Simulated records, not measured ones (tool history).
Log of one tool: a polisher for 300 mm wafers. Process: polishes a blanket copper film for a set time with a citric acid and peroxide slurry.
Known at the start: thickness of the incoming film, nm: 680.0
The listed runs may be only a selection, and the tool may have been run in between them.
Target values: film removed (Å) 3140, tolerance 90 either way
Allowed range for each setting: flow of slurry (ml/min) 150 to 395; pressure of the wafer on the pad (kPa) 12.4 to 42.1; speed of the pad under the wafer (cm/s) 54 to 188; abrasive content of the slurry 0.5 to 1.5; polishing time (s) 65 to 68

run,day,flow of slurry (ml/min),pressure of the wafer on the pad (kPa),speed of the pad under the wafer (cm/s),abrasive content of the slurry,polishing time (s),film removed (Å)
1,0,250,26.9,120,1,65,2618
2,0.05,250,27.6,120,1,65,2663.2
3,0.133,250,27.6,130,1,65,2841.2
4,0.329,250,22.1,130,1,65,2494
5,0.354,210,22.1,130,1,65,2464.8
6,0.717,210,22.8,130,1,65,2471.9
7,0.917,215,23.4,130,1,65,2536.2
8,1.171,215,24.1,130,1,65,2576.8
9,1.321,220,24.8,130,1,65,2644.4
10,1.6,220,25.5,130,1,65,2672.4
11,1.696,240,30.3,130,1,65,2974.7

Which one of the following 4 next-run settings gets every result inside its allowed miss? There is exactly one.
A,1.792,270,35.2,120,0.65,67,?
B,1.792,225,35.2,128,1,67,?
C,1.792,265,31.7,122,0.95,65,?
D,1.792,280,29.6,130,1.05,67,?

move,film removed (Å)
A,2847.8
B,3368.3
C,2935.5
D,3166.8
A: the biggest miss grows against the last run
B: the result that was furthest off in the last run now lies on the other side of its target
C: the biggest miss grows against the last run
D: all results in spec
Move D is the one to make.
